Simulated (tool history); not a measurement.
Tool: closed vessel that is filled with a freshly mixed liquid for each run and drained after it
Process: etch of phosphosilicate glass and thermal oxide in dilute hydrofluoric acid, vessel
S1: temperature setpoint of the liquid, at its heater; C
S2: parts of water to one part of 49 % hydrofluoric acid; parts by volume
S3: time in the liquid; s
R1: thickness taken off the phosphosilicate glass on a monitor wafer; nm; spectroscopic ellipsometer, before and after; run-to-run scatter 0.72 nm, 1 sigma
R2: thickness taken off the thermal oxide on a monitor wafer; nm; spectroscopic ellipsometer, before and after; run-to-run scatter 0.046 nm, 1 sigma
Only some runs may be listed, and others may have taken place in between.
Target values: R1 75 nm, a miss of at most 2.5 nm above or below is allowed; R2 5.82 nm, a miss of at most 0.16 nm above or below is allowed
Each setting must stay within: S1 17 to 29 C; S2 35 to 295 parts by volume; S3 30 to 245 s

run 1 hour=0 | S1=21 S2=165 S3=125 | R1=37.671 R2=2.8538
run 2 hour=4.2 | S1=22.5 S2=155 S3=125 | R1=42.474 R2=3.3148
run 3 hour=8.2 | S1=22.5 S2=200 S3=125 | R1=31.61 R2=2.4672
run 4 hour=13.8 | S1=23.5 S2=180 S3=125 | R1=36.311 R2=2.877
run 5 hour=16.9 | S1=23.5 S2=180 S3=85 | R1=25.349 R2=1.934
run 6 hour=19.2 | S1=24.5 S2=155 S3=85 | R1=30.974 R2=2.4125
run 7 hour=26.3 | S1=25 S2=135 S3=85 | R1=36.66 R2=2.9012
run 8 hour=32.4 | S1=25 S2=115 S3=85 | R1=45.248 R2=3.4963
run 9 hour=35.5 | S1=25.5 S2=105 S3=85 | R1=50.978 R2=3.9651
run 10 hour=42 | S1=26 S2=100 S3=85 | R1=54.922 R2=4.2801
run 11 hour=44.1 | S1=26.5 S2=95 S3=85 | R1=59.607 R2=4.5715
run 12 hour=47.1 | S1=27 S2=95 S3=85 | R1=60.73 R2=4.7295
run 13 hour=51.1 | S1=27.5 S2=95 S3=85 | R1=62.515 R2=4.7813
run 14 hour=56.3 | S1=28.5 S2=70 S3=85 | R1=90.237 R2=6.9251
run 15 hour=63.6 | S1=28 S2=70 S3=85 | R1=88.813 R2=6.8271
run 16 hour=71.3 | S1=27.5 S2=70 S3=85 | R1=85.864 R2=6.7346
run 17 hour=73 | S1=27 S2=70 S3=85 | R1=85.428 R2=6.618
run 18 hour=81.1 | S1=27 S2=70 S3=85 | R1=84.598 R2=6.5651
run 19 hour=86.2 | S1=26.5 S2=70 S3=85 | R1=84.02 R2=6.4307
run 20 hour=89.3 | S1=26 S2=70 S3=85 | R1=80.83 R2=6.265
run 21 hour=90.3 | S1=25.5 S2=70 S3=85 | R1=79.264 R2=6.2783

Consider the 5 candidate settings below. Which is the only one whose results all fall within their allowed miss of target?
run A hour=91.3 | S1=23.5 S2=80 S3=100 | R1=? R2=?
run B hour=91.3 | S1=18.5 S2=65 S3=90 | R1=? R2=?
run C hour=91.3 | S1=21.5 S2=75 S3=95 | R1=? R2=?
run D hour=91.3 | S1=27.5 S2=110 S3=140 | R1=? R2=?
run E hour=91.3 | S1=24.5 S2=60 S3=65 | R1=? R2=?

move=A R1=74.916 R2=5.8152
move=B R1=68.662 R2=5.3297
move=C R1=70.396 R2=5.4643
move=D R1=85.869 R2=6.6654
move=E R1=69.376 R2=5.3852
A: meets every target
B: the result that was furthest off in the last run now lies on the other side of its target
C: the result that was furthest off in the last run now lies on the other side of its target
D: misses by more than the last run did
E: the result that was furthest off in the last run now lies on the other side of its target
The move that meets every target is A.

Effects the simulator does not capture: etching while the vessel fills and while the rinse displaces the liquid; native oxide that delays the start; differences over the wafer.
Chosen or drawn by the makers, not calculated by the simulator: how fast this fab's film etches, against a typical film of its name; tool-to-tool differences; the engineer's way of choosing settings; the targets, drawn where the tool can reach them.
